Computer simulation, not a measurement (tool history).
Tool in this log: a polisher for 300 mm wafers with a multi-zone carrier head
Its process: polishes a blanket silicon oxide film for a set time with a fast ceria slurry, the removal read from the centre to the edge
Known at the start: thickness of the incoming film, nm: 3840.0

run,day,flow of slurry (ml/min),pressure of the head's centre zone,pressure of the head's middle zone,pressure of the head's edge zone,polishing time (s),film removed at the wafer's centre (nm),film removed at mid-radius (nm),film removed at the wafer's edge (nm)
1,0,130,1,1,1,81,1181.1,1151.9,1153.1
2,0.154,120,0.97,0.95,1,75,1027.8,1040.9,1054.3
3,0.479,115,0.98,0.91,1.05,69,958.55,917.24,990.35
4,0.704,110,0.97,0.88,1.08,65,874.83,829.96,956.69
5,1.038,110,0.97,0.91,1.08,65,870.37,844.13,942.59
6,1.388,105,0.97,0.89,1.09,63,854.83,796.25,914.41
7,1.446,100,0.96,0.88,1.09,62,796.71,783.17,878
8,1.562,95,0.96,0.86,1.11,61,783.78,738.3,857.55

Estimate the outcome of run 9 from the log above:
9,1.912,90,0.95,0.85,1.12,61,?,?,?

film removed at the wafer's centre (nm): 758.5
film removed at mid-radius (nm): 728.66
film removed at the wafer's edge (nm): 863.11

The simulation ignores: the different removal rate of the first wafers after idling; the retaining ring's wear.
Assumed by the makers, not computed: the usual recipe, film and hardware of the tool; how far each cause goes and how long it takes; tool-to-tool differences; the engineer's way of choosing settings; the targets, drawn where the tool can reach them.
